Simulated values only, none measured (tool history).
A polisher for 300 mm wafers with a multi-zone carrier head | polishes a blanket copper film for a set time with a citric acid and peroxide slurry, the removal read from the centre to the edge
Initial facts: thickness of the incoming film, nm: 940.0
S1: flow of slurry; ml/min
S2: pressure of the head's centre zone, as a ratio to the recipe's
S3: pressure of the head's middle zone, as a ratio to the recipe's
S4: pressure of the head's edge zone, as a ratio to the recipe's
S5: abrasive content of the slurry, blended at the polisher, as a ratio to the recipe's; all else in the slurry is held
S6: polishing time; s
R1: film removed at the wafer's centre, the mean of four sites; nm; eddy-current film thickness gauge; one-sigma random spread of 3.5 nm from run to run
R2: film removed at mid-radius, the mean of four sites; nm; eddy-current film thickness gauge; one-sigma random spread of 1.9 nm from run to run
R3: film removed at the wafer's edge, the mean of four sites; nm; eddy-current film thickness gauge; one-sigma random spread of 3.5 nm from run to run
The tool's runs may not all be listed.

run    day   S1    S2    S3    S4    S5  S6      R1      R2      R3
  1  0.000  270  1.00  1.00  1.00  1.00  66  199.67  197.23  203.76
  2  0.075  275  1.02  1.01  1.03  1.05  66  199.96  199.20  203.98
  3  0.342  275  1.03  1.00  1.03  1.10  68  213.46  207.32  214.26
  4  0.567  315  1.03  1.00  1.03  1.10  68  219.74  208.37  214.05
  5  0.854  315  1.03  1.00  1.03  1.20  68  222.82  210.87  220.05
  6  1.100  315  1.03  1.00  1.07  1.20  68  215.37  215.05  223.95
  7  1.300  315  1.04  1.00  1.08  1.25  68  220.12  210.52  220.14

Expected results for the next run?
  8  1.525  315  1.04  1.00  1.08  1.25  68   ?   ?   ?

R1: 229.86 nm
R2: 215.01 nm
R3: 229.61 nm
